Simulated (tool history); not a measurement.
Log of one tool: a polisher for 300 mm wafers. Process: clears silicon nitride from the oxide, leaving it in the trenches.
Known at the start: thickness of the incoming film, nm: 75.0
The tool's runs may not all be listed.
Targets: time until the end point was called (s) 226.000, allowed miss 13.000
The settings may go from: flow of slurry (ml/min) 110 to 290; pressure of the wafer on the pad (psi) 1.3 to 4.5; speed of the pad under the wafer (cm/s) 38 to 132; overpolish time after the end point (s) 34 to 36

| run | hour | flow of slurry (ml/min) | pressure of the wafer on the pad (psi) | speed of the pad under the wafer (cm/s) | overpolish time after the end point (s) | time until the end point was called (s) |
|---|---|---|---|---|---|---|
| 1 | 0.0 | 185 | 2.9 | 84 | 34 | 87.141 |
| 2 | 8.6 | 165 | 2.9 | 84 | 34 | 92.101 |
| 3 | 11.5 | 165 | 2.9 | 66 | 34 | 112.660 |
| 4 | 17.9 | 125 | 2.9 | 66 | 34 | 118.300 |
| 5 | 21.3 | 125 | 2.6 | 64 | 34 | 134.720 |
| 6 | 22.0 | 125 | 2.3 | 62 | 34 | 149.360 |
| 7 | 23.0 | 125 | 2.1 | 60 | 34 | 171.470 |
| 8 | 31.6 | 125 | 2.0 | 60 | 34 | 184.980 |
| 9 | 34.9 | 125 | 1.9 | 60 | 34 | 181.770 |
| 10 | 38.0 | 125 | 1.8 | 60 | 34 | 200.780 |
| 11 | 41.4 | 125 | 1.7 | 60 | 34 | 202.060 |

5 next moves are on the table. One of them brings every result within its allowed miss. Which?
| A | 44.8 | 135 | 2.2 | 46 | 36 | ? |
| B | 44.8 | 115 | 1.5 | 64 | 34 | ? |
| C | 44.8 | 110 | 2.1 | 38 | 34 | ? |
| D | 44.8 | 110 | 2.3 | 46 | 34 | ? |
| E | 44.8 | 135 | 2.2 | 44 | 34 | ? |

| move | time until the end point was called (s) |
|---|---|
| A | 199.990 |
| B | 229.120 |
| C | 253.100 |
| D | 200.720 |
| E | 206.950 |
A: further off than the last run
B: meets every target
C: takes the result that was furthest off past its target
D: further off than the last run
E: nearer than the last run, and not there yet
The right move is B.
